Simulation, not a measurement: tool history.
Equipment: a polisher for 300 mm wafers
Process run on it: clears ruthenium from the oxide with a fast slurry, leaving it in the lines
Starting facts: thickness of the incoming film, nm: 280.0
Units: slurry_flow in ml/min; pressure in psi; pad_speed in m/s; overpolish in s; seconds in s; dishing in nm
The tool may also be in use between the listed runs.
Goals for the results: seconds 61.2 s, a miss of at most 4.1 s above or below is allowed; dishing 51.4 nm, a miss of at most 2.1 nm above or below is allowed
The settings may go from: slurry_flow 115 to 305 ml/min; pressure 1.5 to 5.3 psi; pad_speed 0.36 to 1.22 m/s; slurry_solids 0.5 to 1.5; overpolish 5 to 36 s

{"run": 1, "hour": 0.0, "slurry_flow": 195, "pressure": 3.4, "pad_speed": 0.78, "slurry_solids": 1, "overpolish": 18, "seconds": 63.076, "dishing": 61.395}
{"run": 2, "hour": 4.9, "slurry_flow": 215, "pressure": 3.4, "pad_speed": 0.78, "slurry_solids": 1, "overpolish": 18, "seconds": 62.512, "dishing": 62.128}
{"run": 3, "hour": 13.4, "slurry_flow": 215, "pressure": 3.4, "pad_speed": 0.78, "slurry_solids": 1, "overpolish": 17, "seconds": 63.668, "dishing": 59.112}
{"run": 4, "hour": 17.9, "slurry_flow": 245, "pressure": 3.4, "pad_speed": 0.78, "slurry_solids": 1, "overpolish": 17, "seconds": 61.339, "dishing": 60.701}
{"run": 5, "hour": 19.0, "slurry_flow": 280, "pressure": 3.4, "pad_speed": 0.78, "slurry_solids": 1, "overpolish": 17, "seconds": 61.515, "dishing": 60.145}
{"run": 6, "hour": 23.1, "slurry_flow": 280, "pressure": 3.7, "pad_speed": 0.78, "slurry_solids": 1, "overpolish": 17, "seconds": 55.958, "dishing": 64.578}
{"run": 7, "hour": 29.7, "slurry_flow": 280, "pressure": 3.4, "pad_speed": 0.76, "slurry_solids": 1, "overpolish": 13, "seconds": 61.736, "dishing": 46.469}
{"run": 8, "hour": 34.3, "slurry_flow": 270, "pressure": 3.5, "pad_speed": 0.76, "slurry_solids": 1, "overpolish": 15, "seconds": 61.811, "dishing": 53.875}

Next run, 4 choices. One meets every target within its allowed miss, the rest don't. Which?
{"run": "A", "hour": 38.9, "slurry_flow": 275, "pressure": 3.6, "pad_speed": 0.68, "slurry_solids": 1.15, "overpolish": 14, "seconds": "?", "dishing": "?"}
{"run": "B", "hour": 38.9, "slurry_flow": 275, "pressure": 3.2, "pad_speed": 0.76, "slurry_solids": 0.9, "overpolish": 18, "seconds": "?", "dishing": "?"}
{"run": "C", "hour": 38.9, "slurry_flow": 240, "pressure": 2.7, "pad_speed": 0.76, "slurry_solids": 1.2, "overpolish": 15, "seconds": "?", "dishing": "?"}
{"run": "D", "hour": 38.9, "slurry_flow": 295, "pressure": 3, "pad_speed": 1.06, "slurry_solids": 0.75, "overpolish": 16, "seconds": "?", "dishing": "?"}

move=A seconds=60.098 dishing=51.988
move=B seconds=70.33 dishing=56.378
move=C seconds=70.707 dishing=47.908
move=D seconds=62.07 dishing=56.724
A: every result within its allowed miss
B: lands further from the targets than the last run did
C: takes the result that was furthest off past its target
D: lands further from the targets than the last run did
Move A is the one to make.
